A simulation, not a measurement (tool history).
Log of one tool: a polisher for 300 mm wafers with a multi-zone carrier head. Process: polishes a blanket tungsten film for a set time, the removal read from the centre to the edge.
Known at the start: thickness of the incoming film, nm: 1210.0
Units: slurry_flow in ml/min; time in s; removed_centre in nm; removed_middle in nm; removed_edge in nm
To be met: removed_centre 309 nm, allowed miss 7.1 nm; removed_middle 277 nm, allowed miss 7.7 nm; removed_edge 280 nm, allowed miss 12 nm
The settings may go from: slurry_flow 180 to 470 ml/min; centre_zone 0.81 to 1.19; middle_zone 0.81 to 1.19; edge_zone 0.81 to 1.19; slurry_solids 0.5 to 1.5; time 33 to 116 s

run,hour,slurry_flow,centre_zone,middle_zone,edge_zone,slurry_solids,time,removed_centre,removed_middle,removed_edge
1,0,300,1,1,1,1,74,487.74,484.88,494.7
2,7.7,300,1,1.08,1,1,74,490.95,516.39,488.89
3,12.1,300,1,1.03,1,1,74,493.42,496.48,489
4,19.4,260,1,1.03,1,1,74,486.88,488.61,496.99
5,23.3,195,1,1.03,1,1,74,477.21,483.07,487.61
6,26.8,270,1,1.03,1,1,74,487.92,501.31,493.8
7,34.8,315,1.02,0.93,0.9,0.75,53,319.86,294.16,300.73
8,42.4,315,1.02,0.92,0.87,0.75,53,323.02,292.77,290.87
9,43.9,310,1.01,0.9,0.86,0.75,53,322.91,286.8,298.48

Which of these 4 next moves meets every target?
A,45.4,350,1.13,0.98,0.97,0.55,55,?,?,?
B,45.4,290,0.87,0.9,0.95,0.75,56,?,?,?
C,45.4,305,1.02,0.92,0.84,0.8,53,?,?,?
D,45.4,310,1.01,0.84,0.84,0.7,61,?,?,?

move,removed_centre,removed_middle,removed_edge
A,311.95,274.8,287.73
B,307.57,296.98,331.63
C,329.88,294.59,305.12
D,357.64,298.2,333.24
A: meets every target
B: brings the result that was furthest off to its target, and leaves another outside
C: further off than the last run
D: further off than the last run
The right move is A.
